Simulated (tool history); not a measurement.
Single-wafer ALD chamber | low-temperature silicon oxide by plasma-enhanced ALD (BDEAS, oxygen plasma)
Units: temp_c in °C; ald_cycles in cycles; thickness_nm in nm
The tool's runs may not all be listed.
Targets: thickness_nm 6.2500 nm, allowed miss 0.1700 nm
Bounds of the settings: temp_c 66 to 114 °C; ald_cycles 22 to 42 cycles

run 1 day=0.000 | temp_c=90 ald_cycles=32 | thickness_nm=5.0149
run 2 day=0.346 | temp_c=89 ald_cycles=33 | thickness_nm=5.1975
run 3 day=0.404 | temp_c=88 ald_cycles=33 | thickness_nm=5.2071
run 4 day=0.733 | temp_c=87 ald_cycles=34 | thickness_nm=5.3930
run 5 day=0.762 | temp_c=85 ald_cycles=36 | thickness_nm=5.7353
run 6 day=0.808 | temp_c=85 ald_cycles=33 | thickness_nm=5.2598
run 7 day=1.146 | temp_c=84 ald_cycles=34 | thickness_nm=5.4458
run 8 day=1.275 | temp_c=83 ald_cycles=34 | thickness_nm=5.4368
run 9 day=1.483 | temp_c=81 ald_cycles=37 | thickness_nm=5.9542

5 next moves are on the table. One of them brings every result within its allowed miss. Which?
run A day=1.692 | temp_c=77 ald_cycles=38 | thickness_nm=?
run B day=1.692 | temp_c=82 ald_cycles=36 | thickness_nm=?
run C day=1.692 | temp_c=79 ald_cycles=37 | thickness_nm=?
run D day=1.692 | temp_c=88 ald_cycles=37 | thickness_nm=?
run E day=1.692 | temp_c=79 ald_cycles=36 | thickness_nm=?

move=A thickness_nm=6.2115
move=B thickness_nm=5.7943
move=C thickness_nm=6.0109
move=D thickness_nm=5.8439
move=E thickness_nm=5.8485
A: meets every target
B: further off than the last run
C: nearer than the last run, and not there yet
D: further off than the last run
E: further off than the last run
The right move is A.

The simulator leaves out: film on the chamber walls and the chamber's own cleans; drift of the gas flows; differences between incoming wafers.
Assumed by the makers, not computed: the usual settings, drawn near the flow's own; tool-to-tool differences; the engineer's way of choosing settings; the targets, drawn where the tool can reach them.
